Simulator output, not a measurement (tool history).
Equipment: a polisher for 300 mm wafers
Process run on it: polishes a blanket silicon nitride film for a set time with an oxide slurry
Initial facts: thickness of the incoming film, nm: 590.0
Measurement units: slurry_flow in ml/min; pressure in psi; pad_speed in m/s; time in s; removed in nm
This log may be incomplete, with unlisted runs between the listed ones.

run  hour  slurry_flow  pressure  pad_speed  slurry_solids  time  removed
  1   0.0          175       3.0       0.84            1.0    51   23.320
  2   4.4          175       2.8       0.80            1.0    51   21.205
  3   9.9          175       2.8       0.64            1.0    51   18.290
  4  13.1          215       2.8       0.64            1.0    51   18.726
  5  18.6          215       2.6       0.62            1.0    51   17.537
  6  22.9          215       2.4       0.60            1.0    51   15.871
  7  29.6          215       2.3       0.58            1.0    51   14.728

Run 8 has not been measured yet. What should we expect?
  8  38.4          215       2.2       0.58            1.0    51        ?

Run 8 produced removed 14.139 nm.
